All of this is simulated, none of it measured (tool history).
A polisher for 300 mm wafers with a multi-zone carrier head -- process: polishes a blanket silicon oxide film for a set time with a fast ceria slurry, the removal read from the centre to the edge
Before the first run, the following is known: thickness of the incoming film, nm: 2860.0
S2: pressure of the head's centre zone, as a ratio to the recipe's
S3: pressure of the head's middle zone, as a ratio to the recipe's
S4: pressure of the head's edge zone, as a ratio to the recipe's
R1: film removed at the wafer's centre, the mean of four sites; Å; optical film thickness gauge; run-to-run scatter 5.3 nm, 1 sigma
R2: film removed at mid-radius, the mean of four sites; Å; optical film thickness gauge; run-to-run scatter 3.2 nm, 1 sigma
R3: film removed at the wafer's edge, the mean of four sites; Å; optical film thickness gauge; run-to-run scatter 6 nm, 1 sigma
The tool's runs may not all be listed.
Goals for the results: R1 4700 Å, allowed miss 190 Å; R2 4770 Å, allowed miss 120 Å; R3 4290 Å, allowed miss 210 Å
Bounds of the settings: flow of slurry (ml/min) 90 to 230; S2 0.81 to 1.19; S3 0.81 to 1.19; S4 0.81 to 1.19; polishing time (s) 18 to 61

{"run": 1, "hour": 0.0, "flow of slurry (ml/min)": 150, "S2": 1, "S3": 1, "S4": 1, "polishing time (s)": 39, "R1": 5699.6, "R2": 5795.8, "R3": 5656.7}
{"run": 2, "hour": 7.9, "flow of slurry (ml/min)": 135, "S2": 1, "S3": 1, "S4": 1, "polishing time (s)": 39, "R1": 5573, "R2": 5669.2, "R3": 5601.6}
{"run": 3, "hour": 8.9, "flow of slurry (ml/min)": 135, "S2": 1.04, "S3": 1, "S4": 1, "polishing time (s)": 39, "R1": 5803.9, "R2": 5732.4, "R3": 5463.2}
{"run": 4, "hour": 16.9, "flow of slurry (ml/min)": 135, "S2": 1.04, "S3": 1, "S4": 1, "polishing time (s)": 43, "R1": 6210.4, "R2": 6190.9, "R3": 6020.6}
{"run": 5, "hour": 20.9, "flow of slurry (ml/min)": 135, "S2": 1.04, "S3": 1, "S4": 0.94, "polishing time (s)": 43, "R1": 6276.8, "R2": 6298.6, "R3": 5889.7}
{"hour": 28.6, "done": "edge zone pressure recalibrated"}
{"run": 6, "hour": 28.6, "flow of slurry (ml/min)": 135, "S2": 1.04, "S3": 1, "S4": 0.99, "polishing time (s)": 43, "R1": 6379.9, "R2": 6267.5, "R3": 6106}
{"run": 7, "hour": 34.7, "flow of slurry (ml/min)": 135, "S2": 1.03, "S3": 0.99, "S4": 0.96, "polishing time (s)": 40, "R1": 5814, "R2": 5766.4, "R3": 5650.9}
{"run": 8, "hour": 39.2, "flow of slurry (ml/min)": 135, "S2": 1.04, "S3": 1.01, "S4": 0.95, "polishing time (s)": 37, "R1": 5429.6, "R2": 5420.7, "R3": 5343.6}
{"run": 9, "hour": 47.0, "flow of slurry (ml/min)": 140, "S2": 1.07, "S3": 1.05, "S4": 0.91, "polishing time (s)": 34, "R1": 5195.5, "R2": 5151.8, "R3": 4799.3}
{"run": 10, "hour": 48.1, "flow of slurry (ml/min)": 135, "S2": 1.07, "S3": 1.06, "S4": 0.89, "polishing time (s)": 33, "R1": 5025.4, "R2": 4973.4, "R3": 4594.5}
{"run": 11, "hour": 53.6, "flow of slurry (ml/min)": 130, "S2": 1.07, "S3": 1.07, "S4": 0.87, "polishing time (s)": 33, "R1": 5018.8, "R2": 4974.3, "R3": 4631}

5 candidate next runs follow, results not yet known. Just one meets every target within its allowed miss. Identify it.
{"run": "A", "hour": 59.1, "flow of slurry (ml/min)": 115, "S2": 1.15, "S3": 1.02, "S4": 0.86, "polishing time (s)": 33, "R1": "?", "R2": "?", "R3": "?"}
{"run": "B", "hour": 59.1, "flow of slurry (ml/min)": 170, "S2": 1.05, "S3": 1.08, "S4": 0.87, "polishing time (s)": 30, "R1": "?", "R2": "?", "R3": "?"}
{"run": "C", "hour": 59.1, "flow of slurry (ml/min)": 220, "S2": 1.16, "S3": 1.19, "S4": 0.81, "polishing time (s)": 27, "R1": "?", "R2": "?", "R3": "?"}
{"run": "D", "hour": 59.1, "flow of slurry (ml/min)": 120, "S2": 1.06, "S3": 0.91, "S4": 0.86, "polishing time (s)": 36, "R1": "?", "R2": "?", "R3": "?"}
{"run": "E", "hour": 59.1, "flow of slurry (ml/min)": 150, "S2": 1.06, "S3": 1.13, "S4": 0.94, "polishing time (s)": 32, "R1": "?", "R2": "?", "R3": "?"}

move=A R1=5276 R2=4685.4 R3=4569.8
move=B R1=4798.6 R2=4798.3 R3=4419.1
move=C R1=4988.7 R2=4792.6 R3=3960.3
move=D R1=5362.3 R2=4799.9 R3=5026.9
move=E R1=5038.9 R2=5158.9 R3=4801.9
A: brings the result that was furthest off to its target, and leaves another outside
B: in spec on every target
C: brings the result that was furthest off to its target, and leaves another outside
D: brings the result that was furthest off to its target, and leaves another outside
E: its largest miss is bigger than the last run's
Correct choice: B, which meets every target
